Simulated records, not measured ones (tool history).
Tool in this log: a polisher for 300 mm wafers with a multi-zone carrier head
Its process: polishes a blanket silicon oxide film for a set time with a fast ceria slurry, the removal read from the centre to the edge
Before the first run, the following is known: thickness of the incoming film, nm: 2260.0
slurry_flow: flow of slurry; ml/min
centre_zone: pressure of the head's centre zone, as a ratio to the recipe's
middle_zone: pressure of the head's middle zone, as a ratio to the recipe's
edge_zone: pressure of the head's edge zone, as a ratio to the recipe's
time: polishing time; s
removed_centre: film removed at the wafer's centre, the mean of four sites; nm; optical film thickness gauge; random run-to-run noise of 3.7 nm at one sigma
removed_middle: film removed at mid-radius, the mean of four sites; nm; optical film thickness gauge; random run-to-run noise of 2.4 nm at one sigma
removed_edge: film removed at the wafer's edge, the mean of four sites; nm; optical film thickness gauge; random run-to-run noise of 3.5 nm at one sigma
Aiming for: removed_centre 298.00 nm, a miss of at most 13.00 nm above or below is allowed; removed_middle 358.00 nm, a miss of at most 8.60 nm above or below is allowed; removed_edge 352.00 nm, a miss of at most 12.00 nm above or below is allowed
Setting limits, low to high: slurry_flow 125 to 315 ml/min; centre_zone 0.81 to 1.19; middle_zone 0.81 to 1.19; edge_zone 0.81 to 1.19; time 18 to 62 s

run	hour	slurry_flow	centre_zone	middle_zone	edge_zone	time	removed_centre	removed_middle	removed_edge
1	0.0	205	1.00	1.00	1.00	40	689.32	701.75	676.63
2	2.6	190	0.97	0.99	0.98	36	590.97	617.32	599.36
3	3.4	185	0.94	0.98	0.96	33	511.79	561.55	547.73
4	8.1	180	0.93	0.97	0.94	30	457.93	503.89	478.21
5	16.8	170	0.91	0.95	0.93	29	432.04	469.92	463.41
6	19.8	170	0.89	0.95	0.92	28	410.43	458.47	445.45
7	21.7	165	0.88	0.95	0.92	27	380.43	436.88	425.07
8	24.2	160	0.87	0.94	0.91	26	361.81	413.91	409.40
9	25.2	155	0.86	0.94	0.90	26	352.89	415.72	401.05
10	33.7	155	0.86	0.94	0.90	26	346.59	417.39	411.47
11	42.0	160	0.85	0.93	0.89	25	340.95	393.88	393.49
12	50.0	155	0.85	0.93	0.88	25	339.72	393.77	385.45
13	54.3	150	0.84	0.93	0.87	25	328.50	391.78	385.76
14	55.3	150	0.84	0.93	0.86	25	327.94	385.93	382.39

Below are 4 possible settings for the next run. Only one of them brings all results inside the allowed miss of their targets. Which is it?
A	56.3	175	0.81	1.01	0.93	22	?	?	?
B	56.3	140	0.81	0.90	0.81	24	?	?	?
C	56.3	160	1.00	0.93	0.81	22	?	?	?
D	56.3	160	0.85	0.89	0.88	29	?	?	?

move	removed_centre	removed_middle	removed_edge
A	287.81	379.31	360.17
B	297.15	358.16	357.15
C	348.72	347.40	334.44
D	390.09	441.81	457.66
A: closes in on the targets versus the last run, not all within tolerance yet
B: in spec on every target
C: moves the result that the last run missed by most past its target, out the other side
D: lands further from the targets than the last run did
Move B is the one to make.
